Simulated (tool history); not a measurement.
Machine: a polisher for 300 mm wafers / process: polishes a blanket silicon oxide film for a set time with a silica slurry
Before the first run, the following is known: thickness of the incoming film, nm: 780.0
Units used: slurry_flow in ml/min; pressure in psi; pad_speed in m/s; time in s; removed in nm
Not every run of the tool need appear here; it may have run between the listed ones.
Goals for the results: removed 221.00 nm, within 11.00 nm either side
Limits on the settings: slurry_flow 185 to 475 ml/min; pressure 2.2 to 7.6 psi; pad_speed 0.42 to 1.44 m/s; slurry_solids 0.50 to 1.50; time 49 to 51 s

| run | hour | slurry_flow | pressure | pad_speed | slurry_solids | time | removed |
|---|---|---|---|---|---|---|---|
| 1 | 0.0 | 305 | 4.9 | 0.92 | 1.00 | 49 | 145.56 |
| 2 | 1.6 | 305 | 4.9 | 0.80 | 1.00 | 49 | 131.26 |
| 3 | 9.6 | 305 | 5.5 | 0.80 | 1.00 | 49 | 140.30 |
| 4 | 15.1 | 305 | 5.5 | 0.80 | 1.00 | 49 | 141.18 |
| 5 | 18.0 | 250 | 5.5 | 0.80 | 1.00 | 49 | 140.45 |
| 6 | 21.8 | 200 | 5.5 | 0.80 | 1.00 | 49 | 137.39 |
| 7 | 23.7 | 200 | 6.1 | 0.84 | 1.00 | 49 | 154.92 |
| 8 | 31.3 | 200 | 6.1 | 0.84 | 1.00 | 49 | 152.13 |
| 9 | 33.9 | 200 | 6.5 | 0.90 | 1.00 | 49 | 172.71 |
| 10 | 37.3 | 200 | 6.8 | 0.92 | 1.00 | 49 | 185.90 |
| 11 | 41.1 | 200 | 7.0 | 0.94 | 1.00 | 49 | 189.89 |
| 12 | 46.8 | 200 | 7.2 | 0.96 | 1.00 | 49 | 197.40 |

Exercise: of the 5 proposed moves below, exactly one satisfies all targets within the stated allowed misses. Which move is it?
| A | 52.5 | 210 | 7.3 | 0.92 | 0.95 | 49 | ? |
| B | 52.5 | 200 | 6.4 | 1.10 | 0.95 | 49 | ? |
| C | 52.5 | 185 | 6.7 | 0.94 | 1.00 | 49 | ? |
| D | 52.5 | 265 | 7.5 | 0.86 | 0.90 | 50 | ? |
| E | 52.5 | 230 | 6.9 | 1.04 | 1.10 | 50 | ? |

| move | removed |
|---|---|
| A | 187.78 |
| B | 191.67 |
| C | 179.51 |
| D | 184.57 |
| E | 221.44 |
A: its largest miss is bigger than the last run's
B: its largest miss is bigger than the last run's
C: its largest miss is bigger than the last run's
D: its largest miss is bigger than the last run's
E: all results in spec
Correct choice: E, which meets every target

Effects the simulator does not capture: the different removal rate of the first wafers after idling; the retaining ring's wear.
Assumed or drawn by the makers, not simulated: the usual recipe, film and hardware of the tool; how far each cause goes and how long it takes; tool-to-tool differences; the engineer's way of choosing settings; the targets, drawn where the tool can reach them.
